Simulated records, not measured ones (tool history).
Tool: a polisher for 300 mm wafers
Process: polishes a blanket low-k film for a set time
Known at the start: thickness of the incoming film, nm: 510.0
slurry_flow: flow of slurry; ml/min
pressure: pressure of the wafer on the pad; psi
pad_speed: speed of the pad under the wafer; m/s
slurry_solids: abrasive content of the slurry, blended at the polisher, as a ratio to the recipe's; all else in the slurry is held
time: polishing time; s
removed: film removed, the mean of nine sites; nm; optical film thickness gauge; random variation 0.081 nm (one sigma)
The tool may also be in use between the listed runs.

run 1 hour=0 | slurry_flow=165 pressure=2.3 pad_speed=0.78 slurry_solids=1 time=32 | removed=11.905
run 2 hour=1.6 | slurry_flow=165 pressure=2.3 pad_speed=0.78 slurry_solids=1.2 time=32 | removed=12.641
run 3 hour=8.2 | slurry_flow=165 pressure=2.9 pad_speed=0.78 slurry_solids=1.2 time=32 | removed=16.209
run 4 hour=10.9 | slurry_flow=165 pressure=2.7 pad_speed=0.78 slurry_solids=1.2 time=32 | removed=15.021
run 5 hour=14 | slurry_flow=200 pressure=2.7 pad_speed=0.78 slurry_solids=1.2 time=32 | removed=15.479
run 6 hour=20.7 | slurry_flow=200 pressure=2.7 pad_speed=0.78 slurry_solids=1.35 time=32 | removed=16.369
run 7 hour=28.8 | slurry_flow=200 pressure=2.5 pad_speed=0.78 slurry_solids=1.35 time=32 | removed=14.626
run 8 hour=32.5 | slurry_flow=200 pressure=2.3 pad_speed=0.78 slurry_solids=1.35 time=32 | removed=14.002
run 9 hour=34.4 | slurry_flow=200 pressure=2.2 pad_speed=0.76 slurry_solids=1.35 time=32 | removed=12.872
run 10 hour=35.9 | slurry_flow=200 pressure=2.1 pad_speed=0.76 slurry_solids=1.35 time=32 | removed=12.398
run 11 hour=37.3 | slurry_flow=200 pressure=2 pad_speed=0.76 slurry_solids=1.35 time=32 | removed=11.697
run 12 hour=40.5 | slurry_flow=200 pressure=1.9 pad_speed=0.76 slurry_solids=1.35 time=32 | removed=11.227
run 13 hour=43.4 | slurry_flow=200 pressure=1.8 pad_speed=0.76 slurry_solids=1.35 time=32 | removed=10.52
run 14 hour=44.1 | slurry_flow=200 pressure=1.7 pad_speed=0.76 slurry_solids=1.35 time=32 | removed=10.033
run 15 hour=47.6 | slurry_flow=200 pressure=1.6 pad_speed=0.76 slurry_solids=1.35 time=32 | removed=9.6778

Forecast run 16:
run 16 hour=50.6 | slurry_flow=180 pressure=1 pad_speed=0.74 slurry_solids=1.35 time=32 | removed=?

{"run 16": {"removed": 5.8497}}

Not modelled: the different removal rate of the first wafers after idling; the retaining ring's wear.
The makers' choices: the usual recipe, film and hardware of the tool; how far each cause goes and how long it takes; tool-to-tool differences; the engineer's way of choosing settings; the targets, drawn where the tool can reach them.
